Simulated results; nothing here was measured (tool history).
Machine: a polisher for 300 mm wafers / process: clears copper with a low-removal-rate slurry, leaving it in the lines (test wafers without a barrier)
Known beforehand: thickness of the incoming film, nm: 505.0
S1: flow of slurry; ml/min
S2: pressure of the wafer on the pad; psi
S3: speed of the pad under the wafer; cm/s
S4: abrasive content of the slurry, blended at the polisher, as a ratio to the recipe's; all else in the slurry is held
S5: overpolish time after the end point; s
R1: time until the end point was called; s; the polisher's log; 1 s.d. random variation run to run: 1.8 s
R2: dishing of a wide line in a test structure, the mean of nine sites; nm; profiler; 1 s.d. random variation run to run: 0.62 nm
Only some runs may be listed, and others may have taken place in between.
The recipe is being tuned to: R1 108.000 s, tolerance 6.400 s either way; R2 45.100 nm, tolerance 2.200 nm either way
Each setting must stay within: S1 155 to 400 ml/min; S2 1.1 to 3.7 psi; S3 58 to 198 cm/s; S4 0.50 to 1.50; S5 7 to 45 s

run	hour	S1	S2	S3	S4	S5	R1	R2
1	0.0	255	2.4	128	1.00	23	149.710	44.476
2	0.9	255	2.2	128	1.00	23	157.030	42.043
3	9.6	255	1.7	128	1.00	23	199.860	33.753
4	18.4	255	1.7	128	1.20	23	189.700	35.925
5	23.5	255	1.9	130	1.20	21	168.120	37.140
6	32.5	255	1.7	130	1.20	21	187.100	34.145
7	37.7	255	1.9	132	1.20	20	159.750	35.754
8	44.6	255	1.9	132	1.20	20	169.870	36.238
9	51.9	255	1.9	132	1.20	20	163.100	35.972
# hour 55.6: slurry nozzle cleaned
10	55.6	255	2.0	132	1.20	19	157.460	36.722
11	64.5	255	2.1	134	1.20	18	139.640	36.395

Consider the 4 candidate settings below. Which is the only one whose results all fall within their allowed miss of target?
A	73.4	285	2.5	146	1.20	15	?	?
B	73.4	245	2.6	150	1.05	15	?	?
C	73.4	265	2.6	166	1.10	14	?	?
D	73.4	255	2.2	168	1.20	18	?	?

move	R1	R2
A	109.220	39.998
B	108.210	40.339
C	95.983	41.741
D	108.980	44.711
A: the worst result of the last run now meets its target, but another is out of spec
B: the worst result of the last run now meets its target, but another is out of spec
C: pushes the last run's worst result past its target
D: every result within its allowed miss
Go with D: it meets all targets.

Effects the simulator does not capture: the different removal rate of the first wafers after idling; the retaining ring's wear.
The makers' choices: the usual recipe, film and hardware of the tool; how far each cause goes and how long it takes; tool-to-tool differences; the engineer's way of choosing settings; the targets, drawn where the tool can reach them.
